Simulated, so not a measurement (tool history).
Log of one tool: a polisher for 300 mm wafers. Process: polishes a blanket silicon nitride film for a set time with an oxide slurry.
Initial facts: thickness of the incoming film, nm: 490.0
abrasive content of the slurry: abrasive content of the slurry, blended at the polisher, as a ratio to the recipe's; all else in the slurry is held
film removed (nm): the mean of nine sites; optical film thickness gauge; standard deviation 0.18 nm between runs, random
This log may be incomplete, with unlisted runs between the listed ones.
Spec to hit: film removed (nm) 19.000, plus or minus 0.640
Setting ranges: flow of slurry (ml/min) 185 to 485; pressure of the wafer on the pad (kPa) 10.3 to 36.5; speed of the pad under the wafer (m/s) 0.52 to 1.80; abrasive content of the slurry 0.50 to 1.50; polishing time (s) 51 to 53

run	hour	flow of slurry (ml/min)	pressure of the wafer on the pad (kPa)	speed of the pad under the wafer (m/s)	abrasive content of the slurry	polishing time (s)	film removed (nm)
1	0.0	310	23.4	1.16	1.00	51	32.483
2	6.7	310	26.2	1.16	1.00	51	34.984
3	13.6	310	24.1	1.14	1.00	51	32.633
4	20.9	310	24.1	1.14	0.85	51	30.531
5	27.6	310	21.4	1.14	0.85	51	27.663
6	31.9	310	20.0	1.14	0.85	51	26.051
7	32.5	310	13.1	1.12	0.85	51	20.415
8	35.3	310	13.1	1.12	0.85	51	20.301

5 next moves are on the table. One of them brings every result within its allowed miss. Which?
A	38.1	335	16.5	1.14	0.75	53	?
B	38.1	260	14.5	1.08	0.75	51	?
C	38.1	335	11.0	1.16	0.95	51	?
D	38.1	330	11.7	1.16	0.85	52	?
E	38.1	275	11.7	1.20	0.90	53	?

move	film removed (nm)
A	23.283
B	19.464
C	20.664
D	20.490
E	21.753
A: the biggest miss grows against the last run
B: hits every target within its allowed miss
C: the biggest miss grows against the last run
D: the biggest miss grows against the last run
E: the biggest miss grows against the last run
B is the move that brings every result within its allowed miss.
